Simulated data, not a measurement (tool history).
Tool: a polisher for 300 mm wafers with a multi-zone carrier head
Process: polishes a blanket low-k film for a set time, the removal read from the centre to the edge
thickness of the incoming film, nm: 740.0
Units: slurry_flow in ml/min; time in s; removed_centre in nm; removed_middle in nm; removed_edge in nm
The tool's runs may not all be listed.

run	day	slurry_flow	centre_zone	middle_zone	edge_zone	slurry_solids	time	removed_centre	removed_middle	removed_edge
1	0.000	280	1.00	1.00	1.00	1.00	72	38.044	34.973	33.703
2	0.283	280	1.00	1.00	0.95	1.00	72	38.307	34.972	33.224
3	0.646	280	1.00	1.00	0.95	0.80	72	34.832	31.927	30.411
4	0.912	295	1.02	0.96	0.99	0.80	72	35.351	31.473	31.058
5	1.058	295	1.09	0.96	0.99	0.80	72	37.898	30.549	30.818
6	1.238	250	1.09	0.96	0.99	0.80	72	37.969	30.367	30.580
7	1.458	255	1.09	0.93	1.03	0.80	72	37.588	30.286	31.013
# day 1.688: centre zone pressure recalibrated
8	1.688	265	1.09	0.89	1.06	0.80	72	34.003	29.345	31.714
9	1.996	265	1.12	0.88	1.07	0.85	72	35.877	29.720	32.322
10	2.104	265	1.14	0.87	1.07	0.85	72	36.710	29.339	32.535

Forecast run 11:
11	2.321	265	1.15	0.87	1.07	0.85	72	?	?	?

{"run 11": {"removed_centre": 37.032, "removed_middle": 29.422, "removed_edge": 32.315}}
